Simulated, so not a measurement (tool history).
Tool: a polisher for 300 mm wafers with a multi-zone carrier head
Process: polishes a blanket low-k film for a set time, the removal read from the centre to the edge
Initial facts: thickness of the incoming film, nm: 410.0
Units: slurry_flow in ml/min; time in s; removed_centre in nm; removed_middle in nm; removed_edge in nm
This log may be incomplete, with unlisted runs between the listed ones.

run	hour	slurry_flow	centre_zone	middle_zone	edge_zone	slurry_solids	time	removed_centre	removed_middle	removed_edge
1	0.0	235	1.00	1.00	1.00	1.00	72	37.963	36.751	39.356
2	7.1	235	1.00	1.00	1.04	1.00	72	37.406	36.825	39.265
3	15.3	230	0.98	1.00	1.03	0.90	72	35.205	35.278	37.241
4	22.9	230	0.98	1.00	1.03	0.90	59	28.631	28.440	30.180
5	25.2	230	0.98	1.00	1.03	0.80	59	26.984	27.194	28.752
6	26.0	230	0.98	1.00	0.96	0.80	59	26.675	27.033	28.019
7	30.3	240	0.97	1.00	1.00	0.85	59	27.496	28.246	29.467
8	34.5	255	0.97	0.99	1.02	0.85	59	27.985	28.214	29.749

Run 9, settings as shown, results not yet in. Your forecast:
9	39.2	265	0.96	0.99	1.05	0.85	59	?	?	?

Run 9 produced removed_centre 27.968 nm, removed_middle 28.325 nm, removed_edge 30.052 nm.
